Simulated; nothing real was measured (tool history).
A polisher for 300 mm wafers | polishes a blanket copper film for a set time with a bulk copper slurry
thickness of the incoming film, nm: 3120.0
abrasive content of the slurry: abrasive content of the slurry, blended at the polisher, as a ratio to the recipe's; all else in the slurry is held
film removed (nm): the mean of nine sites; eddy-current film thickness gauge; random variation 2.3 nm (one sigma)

run	hour	flow of slurry (ml/min)	pressure of the wafer on the pad (psi)	speed of the pad under the wafer (cm/s)	abrasive content of the slurry	polishing time (s)	film removed (nm)
1	0	250	3.4	90	1	43	514.5
2	1.3	250	3.4	90	1.2	43	517.1
3	7.3	250	3	88	1.2	43	449.93
4	13.3	250	2.7	86	1.2	43	399.63
5	15.5	250	2.7	86	1.3	43	406.56
6	22.9	205	2.7	86	1.3	43	395.16
7	30.7	205	2.5	84	1.3	43	364.56

Run 8 comes next. What will it give?
8	34.6	200	1.5	76	1.3	43	?

Run 8 gave film removed (nm) 206.82.
